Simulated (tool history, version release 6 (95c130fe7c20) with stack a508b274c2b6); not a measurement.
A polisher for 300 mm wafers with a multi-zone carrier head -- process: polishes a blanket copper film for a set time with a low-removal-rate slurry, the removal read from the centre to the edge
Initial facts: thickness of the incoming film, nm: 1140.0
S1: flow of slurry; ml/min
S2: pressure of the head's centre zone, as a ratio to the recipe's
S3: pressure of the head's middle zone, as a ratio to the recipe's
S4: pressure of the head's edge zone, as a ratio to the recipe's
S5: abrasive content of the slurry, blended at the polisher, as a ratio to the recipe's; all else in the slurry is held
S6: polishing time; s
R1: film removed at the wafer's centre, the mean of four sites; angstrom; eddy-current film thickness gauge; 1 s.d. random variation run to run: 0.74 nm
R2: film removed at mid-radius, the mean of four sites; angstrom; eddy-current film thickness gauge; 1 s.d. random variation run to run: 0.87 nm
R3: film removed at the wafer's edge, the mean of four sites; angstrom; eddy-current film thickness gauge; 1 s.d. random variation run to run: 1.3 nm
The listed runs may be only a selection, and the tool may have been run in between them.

run  hour   S1    S2    S3    S4    S5  S6       R1       R2       R3
  1   0.0  175  1.00  1.00  1.00  1.00  89  1485.90  1689.90  1649.20
  2   3.4  170  0.98  0.98  0.99  0.95  83  1330.90  1518.70  1513.60
  3   7.0  165  0.97  0.96  0.98  0.90  78  1232.80  1365.40  1352.50
  4  14.8  160  0.95  0.94  0.99  0.85  75  1127.80  1269.40  1282.20
  5  16.0  160  0.95  0.94  0.99  0.85  58   876.94   988.39  1018.10
  6  25.0  160  0.95  0.94  0.99  0.75  58   856.98   966.13  1004.90
  7  28.9  155  0.94  0.92  0.99  0.75  58   838.71   935.93   955.43
  8  33.9  150  0.93  0.91  1.01  0.75  58   829.58   925.74   974.43
  9  39.8  145  0.92  0.90  1.01  0.75  58   793.92   925.88   987.47
 10  46.0  135  0.93  0.83  0.96  0.50  55   720.46   742.35   830.28

Predict the results of run 11:
 11  50.7  140  0.93  0.84  0.97  0.50  55   ?   ?   ?

R1: 718.60 angstrom
R2: 757.54 angstrom
R3: 873.46 angstrom
